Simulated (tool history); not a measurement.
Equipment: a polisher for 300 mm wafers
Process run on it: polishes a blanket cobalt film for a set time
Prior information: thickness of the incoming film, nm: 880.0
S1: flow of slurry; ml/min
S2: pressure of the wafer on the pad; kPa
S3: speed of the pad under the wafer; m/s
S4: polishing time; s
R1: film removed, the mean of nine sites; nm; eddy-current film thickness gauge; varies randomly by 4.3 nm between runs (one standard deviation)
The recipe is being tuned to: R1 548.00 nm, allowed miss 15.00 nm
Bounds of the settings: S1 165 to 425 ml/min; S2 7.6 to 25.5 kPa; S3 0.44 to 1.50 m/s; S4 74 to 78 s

run,hour,S1,S2,S3,S4,R1
1,0.0,275,16.5,0.96,74,369.21
2,3.4,275,17.9,0.96,74,400.59
3,10.8,275,17.9,0.96,74,406.34
4,13.9,275,15.9,0.96,74,355.82
5,16.6,315,15.9,0.96,74,360.21
6,19.5,315,15.9,0.80,74,304.92
7,28.1,325,20.0,0.82,74,384.61
8,35.9,325,21.4,0.84,74,426.95
9,36.4,325,22.1,0.84,74,435.75
10,39.2,325,22.8,0.86,74,462.68
11,45.9,325,23.4,0.86,74,476.01
12,53.0,325,23.4,0.86,74,475.19
13,61.0,330,25.5,0.88,74,529.34

Which one of the following 5 next-run settings gets every result inside its allowed miss? There is exactly one.
A,69.0,255,25.5,0.80,78,?
B,69.0,360,24.8,0.86,74,?
C,69.0,330,25.5,0.86,78,?
D,69.0,375,23.4,0.94,74,?
E,69.0,350,24.8,0.88,74,?

move,R1
A,499.80
B,508.49
C,547.17
D,525.50
E,518.91
A: moves away from the targets compared with the last run
B: moves away from the targets compared with the last run
C: each result inside its tolerance
D: moves away from the targets compared with the last run
E: moves away from the targets compared with the last run
So the answer is move C, the one that meets all the targets.
